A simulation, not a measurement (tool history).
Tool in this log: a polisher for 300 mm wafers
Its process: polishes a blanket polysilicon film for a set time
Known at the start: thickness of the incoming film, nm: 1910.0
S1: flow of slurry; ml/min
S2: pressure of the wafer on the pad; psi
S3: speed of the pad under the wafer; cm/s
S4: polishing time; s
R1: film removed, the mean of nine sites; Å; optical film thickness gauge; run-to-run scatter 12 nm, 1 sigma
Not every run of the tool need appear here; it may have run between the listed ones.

run,day,S1,S2,S3,S4,R1
1,0,155,2.6,130,94,10911
2,0.262,195,2.6,130,94,11360
3,0.475,195,3,130,94,13062
4,0.825,200,3.2,130,94,13806
5,0.908,200,3.2,114,94,12520
6,1.279,200,3.2,114,99,13169
7,1.583,205,3.4,114,99,14276
8,1.662,210,3.6,114,99,14844
9,1.742,215,3.7,116,99,15464

Forecast run 10:
10,1.892,215,3.8,118,99,?

For run 10 the tool returned R1 16292 Å.
